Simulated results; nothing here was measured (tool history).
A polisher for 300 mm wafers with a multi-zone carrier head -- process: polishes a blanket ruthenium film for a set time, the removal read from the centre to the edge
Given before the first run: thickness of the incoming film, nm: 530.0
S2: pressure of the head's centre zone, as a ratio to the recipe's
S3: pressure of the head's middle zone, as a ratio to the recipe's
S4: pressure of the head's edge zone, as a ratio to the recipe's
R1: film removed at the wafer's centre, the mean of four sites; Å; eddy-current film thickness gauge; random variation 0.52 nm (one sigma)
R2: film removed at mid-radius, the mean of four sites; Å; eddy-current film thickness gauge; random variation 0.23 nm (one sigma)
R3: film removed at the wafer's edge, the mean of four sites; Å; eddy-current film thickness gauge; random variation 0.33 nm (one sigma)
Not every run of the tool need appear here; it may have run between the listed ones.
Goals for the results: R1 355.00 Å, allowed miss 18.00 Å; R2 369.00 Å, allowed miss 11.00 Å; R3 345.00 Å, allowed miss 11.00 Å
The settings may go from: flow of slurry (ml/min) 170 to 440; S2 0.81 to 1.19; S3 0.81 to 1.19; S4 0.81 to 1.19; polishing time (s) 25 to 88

Run 1, day 0.000: flow of slurry (ml/min) 280, S2 1.00, S3 1.00, S4 1.00, polishing time (s) 56. Result: R1 458.64 Å, R2 461.44 Å, R3 460.67 Å.
Run 2, day 0.196: flow of slurry (ml/min) 280, S2 1.00, S3 1.00, S4 0.99, polishing time (s) 55. Result: R1 457.59 Å, R2 453.89 Å, R3 454.31 Å.
Run 3, day 0.533: flow of slurry (ml/min) 280, S2 0.99, S3 1.00, S4 0.98, polishing time (s) 54. Result: R1 436.75 Å, R2 441.81 Å, R3 438.27 Å.
Run 4, day 0.675: flow of slurry (ml/min) 280, S2 0.99, S3 1.00, S4 1.05, polishing time (s) 54. Result: R1 436.76 Å, R2 441.30 Å, R3 459.03 Å.
Run 5, day 0.792: flow of slurry (ml/min) 280, S2 0.99, S3 1.00, S4 1.03, polishing time (s) 53. Result: R1 426.58 Å, R2 437.41 Å, R3 438.17 Å.
Run 6, day 0.888: flow of slurry (ml/min) 340, S2 0.99, S3 1.00, S4 1.03, polishing time (s) 53. Result: R1 444.82 Å, R2 443.74 Å, R3 456.20 Å.
Run 7, day 1.183: flow of slurry (ml/min) 330, S2 0.98, S3 1.00, S4 1.01, polishing time (s) 52. Result: R1 421.28 Å, R2 429.25 Å, R3 442.28 Å.
Run 8, day 1.217: flow of slurry (ml/min) 320, S2 0.98, S3 1.00, S4 0.99, polishing time (s) 51. Result: R1 414.41 Å, R2 420.86 Å, R3 428.26 Å.

Next run, 4 choices. One meets every target within its allowed miss, the rest don't. Which?
Run A, day 1.250: flow of slurry (ml/min) 410, S2 1.00, S3 1.06, S4 0.98, polishing time (s) 41. Result: R1 ?, R2 ?, R3 ?.
Run B, day 1.250: flow of slurry (ml/min) 290, S2 1.09, S3 1.04, S4 0.94, polishing time (s) 43. Result: R1 ?, R2 ?, R3 ?.
Run C, day 1.250: flow of slurry (ml/min) 240, S2 1.14, S3 1.19, S4 0.83, polishing time (s) 43. Result: R1 ?, R2 ?, R3 ?.
Run D, day 1.250: flow of slurry (ml/min) 315, S2 1.08, S3 1.17, S4 0.93, polishing time (s) 39. Result: R1 ?, R2 ?, R3 ?.

move      R1      R2      R3
   A  344.80  364.32  346.26
   B  380.95  364.14  348.27
   C  388.79  399.26  324.50
   D  345.93  368.55  316.00
A: meets every target
B: brings the result that was furthest off to its target, and leaves another outside
C: carries the result that was furthest off beyond its target, to the other side
D: carries the result that was furthest off beyond its target, to the other side
Answer: A

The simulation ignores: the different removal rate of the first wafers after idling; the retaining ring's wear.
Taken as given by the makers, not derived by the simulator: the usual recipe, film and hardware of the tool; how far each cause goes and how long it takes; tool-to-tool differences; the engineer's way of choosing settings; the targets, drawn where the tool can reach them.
